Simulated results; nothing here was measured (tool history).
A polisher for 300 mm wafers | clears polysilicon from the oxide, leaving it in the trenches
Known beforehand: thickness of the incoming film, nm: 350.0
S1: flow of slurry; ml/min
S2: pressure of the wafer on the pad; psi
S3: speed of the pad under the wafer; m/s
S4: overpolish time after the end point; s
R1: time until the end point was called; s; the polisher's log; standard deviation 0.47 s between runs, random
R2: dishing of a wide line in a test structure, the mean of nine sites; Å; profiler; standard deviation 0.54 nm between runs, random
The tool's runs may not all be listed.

run	hour	S1	S2	S3	S4	R1	R2
1	0	240	3	1.16	21	19.25	787.8
2	7	240	3.5	1.16	21	16.253	794.48
3	11.4	240	3.5	1	21	18.193	790.84
4	14.1	260	3.2	1.04	19	19.363	793.1
5	20.3	240	2.9	1.1	17	20.701	778.58
6	25.7	225	2.7	1.14	15	21.44	778.4

For run 7, what comes out?
7	29.4	215	2.5	1.16	14	?	?

{"run 7": {"R1": 22.379, "R2": 782.66}}
